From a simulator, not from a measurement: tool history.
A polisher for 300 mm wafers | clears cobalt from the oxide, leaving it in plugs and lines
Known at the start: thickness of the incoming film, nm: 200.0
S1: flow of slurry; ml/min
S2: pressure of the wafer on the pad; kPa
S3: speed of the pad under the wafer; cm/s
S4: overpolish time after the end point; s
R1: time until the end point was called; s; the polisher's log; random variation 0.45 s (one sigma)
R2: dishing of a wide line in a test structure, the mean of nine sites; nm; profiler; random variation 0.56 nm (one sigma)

| run | day | S1 | S2 | S3 | S4 | R1 | R2 |
|---|---|---|---|---|---|---|---|
| 1 | 0.000 | 295 | 11.7 | 124 | 17 | 47.319 | 38.152 |
| 2 | 0.033 | 295 | 11.7 | 104 | 17 | 56.604 | 36.099 |
| 3 | 0.062 | 295 | 13.1 | 104 | 17 | 51.501 | 36.986 |
| 4 | 0.354 | 295 | 13.1 | 104 | 11 | 52.339 | 31.492 |
| 5 | 0.454 | 295 | 14.5 | 106 | 13 | 44.885 | 35.144 |
| 6 | 0.725 | 295 | 13.1 | 106 | 13 | 50.879 | 34.398 |

Forecast run 7:
| 7 | 0.929 | 295 | 13.8 | 106 | 14 | ? | ? |

Run 7 gave R1 48.146 s, R2 35.279 nm.
